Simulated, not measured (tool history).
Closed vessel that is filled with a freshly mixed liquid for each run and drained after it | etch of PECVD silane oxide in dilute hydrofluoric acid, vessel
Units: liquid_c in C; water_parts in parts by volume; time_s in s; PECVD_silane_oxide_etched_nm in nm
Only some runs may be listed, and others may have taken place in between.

{"run": 1, "day": 0.0, "liquid_c": 23.0, "water_parts": 210, "time_s": 40, "PECVD_silane_oxide_etched_nm": 8.8478}
{"run": 2, "day": 0.371, "liquid_c": 23.0, "water_parts": 280, "time_s": 40, "PECVD_silane_oxide_etched_nm": 6.2184}
{"run": 3, "day": 0.55, "liquid_c": 21.5, "water_parts": 290, "time_s": 40, "PECVD_silane_oxide_etched_nm": 5.5973}
{"run": 4, "day": 0.633, "liquid_c": 20.5, "water_parts": 290, "time_s": 40, "PECVD_silane_oxide_etched_nm": 5.3707}
{"run": 5, "day": 0.75, "liquid_c": 20.5, "water_parts": 290, "time_s": 40, "PECVD_silane_oxide_etched_nm": 5.4839}
{"run": 6, "day": 1.029, "liquid_c": 23.0, "water_parts": 290, "time_s": 40, "PECVD_silane_oxide_etched_nm": 6.0044}
{"run": 7, "day": 1.212, "liquid_c": 21.5, "water_parts": 300, "time_s": 40, "PECVD_silane_oxide_etched_nm": 5.4087}

What will run 8 give?
{"run": 8, "day": 1.329, "liquid_c": 20.5, "water_parts": 305, "time_s": 40, "PECVD_silane_oxide_etched_nm": "?"}

{"run 8": {"PECVD_silane_oxide_etched_nm": 5.0986}}

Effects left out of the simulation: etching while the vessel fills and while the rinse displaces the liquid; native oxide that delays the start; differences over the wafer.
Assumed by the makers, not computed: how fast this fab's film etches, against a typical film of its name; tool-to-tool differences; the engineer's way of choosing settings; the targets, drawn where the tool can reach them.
